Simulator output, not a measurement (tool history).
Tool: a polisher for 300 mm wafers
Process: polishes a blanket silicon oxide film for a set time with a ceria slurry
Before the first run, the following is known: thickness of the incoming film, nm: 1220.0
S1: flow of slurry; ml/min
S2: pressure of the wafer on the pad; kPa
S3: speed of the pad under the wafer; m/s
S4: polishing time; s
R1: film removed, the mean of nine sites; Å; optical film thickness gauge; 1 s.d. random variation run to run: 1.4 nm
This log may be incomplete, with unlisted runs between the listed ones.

run,day,S1,S2,S3,S4,R1
1,0,200,28.3,1.12,25,1512.2
2,0.217,210,30.3,1.12,25,1605.8
3,0.446,250,30.3,1.12,25,1636.4
4,0.567,250,31.7,1.12,25,1702.9
5,0.867,250,33.1,1.12,25,1768.5
6,1.15,250,33.8,1.12,25,1785.1
7,1.392,250,34.5,1.12,25,1801.1

The next listed run, before its measurement:
8,1.658,250,35.2,1.12,25,?

{"run 8": {"R1": 1855.1}}
